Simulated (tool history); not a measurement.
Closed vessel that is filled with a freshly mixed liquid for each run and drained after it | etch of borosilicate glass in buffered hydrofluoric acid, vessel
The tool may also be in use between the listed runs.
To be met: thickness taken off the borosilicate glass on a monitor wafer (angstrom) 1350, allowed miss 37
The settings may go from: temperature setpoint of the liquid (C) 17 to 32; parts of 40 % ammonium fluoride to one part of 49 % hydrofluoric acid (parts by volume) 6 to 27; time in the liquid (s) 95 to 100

run  hour  temperature setpoint of the liquid (C)  parts of 40 % ammonium fluoride to one part of 49 % hydrofluoric acid (parts by volume)  time in the liquid (s)  thickness taken off the borosilicate glass on a monitor wafer (angstrom)
  1     0                                      24                                                                                     16.5                      95                                                                    827.73
  2   6.8                                      24                                                                                     16.5                      95                                                                    823.41
  3  10.8                                    26.5                                                                                       16                      95                                                                    971.54
  4  15.5                                    26.5                                                                                       16                     100                                                                    1017.9
  5    20                                      25                                                                                       16                     100                                                                    952.06
  6  23.4                                      25                                                                                       16                     100                                                                    946.12
  7    24                                      27                                                                                       16                     100                                                                    1047.2
  8  31.8                                    28.5                                                                                       16                     100                                                                    1134.6
  9  32.6                                    29.5                                                                                       16                     100                                                                    1202.2
 10  40.8                                      30                                                                                       16                     100                                                                    1259.4
 11  43.1                                    30.5                                                                                       16                     100                                                                    1280.5
 12  49.7                                      31                                                                                       16                     100                                                                    1276.4

Which of these 4 next moves meets every target?
  A  56.3                                      31                                                                                       17                     100                                                                         ?
  B  56.3                                    25.5                                                                                       13                     100                                                                         ?
  C  56.3                                      30                                                                                     15.5                      95                                                                         ?
  D  56.3                                      28                                                                                     12.5                      95                                                                         ?

move  thickness taken off the borosilicate glass on a monitor wafer (angstrom)
   A                                                                    1218.6
   B                                                                    1190.7
   C                                                                    1204.2
   D                                                                    1341.5
A: further off than the last run
B: further off than the last run
C: further off than the last run
D: meets every target
Move D is the one to make.

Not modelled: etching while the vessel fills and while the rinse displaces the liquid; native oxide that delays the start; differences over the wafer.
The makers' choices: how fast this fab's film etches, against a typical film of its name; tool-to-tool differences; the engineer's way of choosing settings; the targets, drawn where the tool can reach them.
